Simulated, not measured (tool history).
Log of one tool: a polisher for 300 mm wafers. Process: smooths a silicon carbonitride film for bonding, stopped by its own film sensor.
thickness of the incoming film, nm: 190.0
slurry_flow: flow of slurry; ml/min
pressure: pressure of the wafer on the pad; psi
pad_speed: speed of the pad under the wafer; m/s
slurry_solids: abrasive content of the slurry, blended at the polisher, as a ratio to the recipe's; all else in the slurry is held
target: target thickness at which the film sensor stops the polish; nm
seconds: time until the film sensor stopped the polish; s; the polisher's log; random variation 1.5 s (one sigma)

run,day,slurry_flow,pressure,pad_speed,slurry_solids,target,seconds
1,0.000,305,2.5,0.98,1.0,163,106.050
2,0.142,305,2.5,0.98,0.8,163,126.070
3,0.267,305,2.6,0.98,0.8,163,118.210
4,0.396,305,2.7,0.98,0.8,163,118.110
5,0.617,305,2.8,1.00,0.8,163,117.530
6,0.742,305,2.9,1.04,0.8,163,106.140
7,0.942,305,3.0,1.06,0.8,163,102.210

The next listed run, before its measurement:
8,1.212,305,3.1,1.08,0.8,163,?

seconds: 98.085 s
